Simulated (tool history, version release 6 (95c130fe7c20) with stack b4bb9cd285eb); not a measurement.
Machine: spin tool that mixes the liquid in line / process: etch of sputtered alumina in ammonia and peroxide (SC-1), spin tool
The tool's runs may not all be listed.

| run | hour | temperature setpoint of the liquid (°C) | parts of 29 % ammonia solution to one part of 30 % peroxide (parts by volume) | time under the liquid (s) | thickness taken off the sputtered alumina on a monitor wafer (nm) |
|---|---|---|---|---|---|
| 1 | 0.0 | 56.0 | 0.4 | 30 | 2.2543 |
| 2 | 1.8 | 51.5 | 0.4 | 30 | 1.7517 |
| 3 | 5.1 | 48.0 | 0.4 | 30 | 1.4426 |
| 4 | 11.6 | 47.5 | 0.4 | 30 | 1.3873 |
| 5 | 20.3 | 43.5 | 0.4 | 30 | 1.1126 |
| 6 | 25.2 | 49.0 | 0.4 | 30 | 1.5161 |
| 7 | 26.1 | 48.5 | 0.4 | 30 | 1.4759 |
| 8 | 35.0 | 48.0 | 0.4 | 30 | 1.4465 |
| 9 | 38.2 | 47.5 | 0.4 | 30 | 1.4318 |

The next listed run, before its measurement:
| 10 | 44.9 | 47.0 | 0.4 | 30 | ? |

thickness taken off the sputtered alumina on a monitor wafer (nm): 1.3706

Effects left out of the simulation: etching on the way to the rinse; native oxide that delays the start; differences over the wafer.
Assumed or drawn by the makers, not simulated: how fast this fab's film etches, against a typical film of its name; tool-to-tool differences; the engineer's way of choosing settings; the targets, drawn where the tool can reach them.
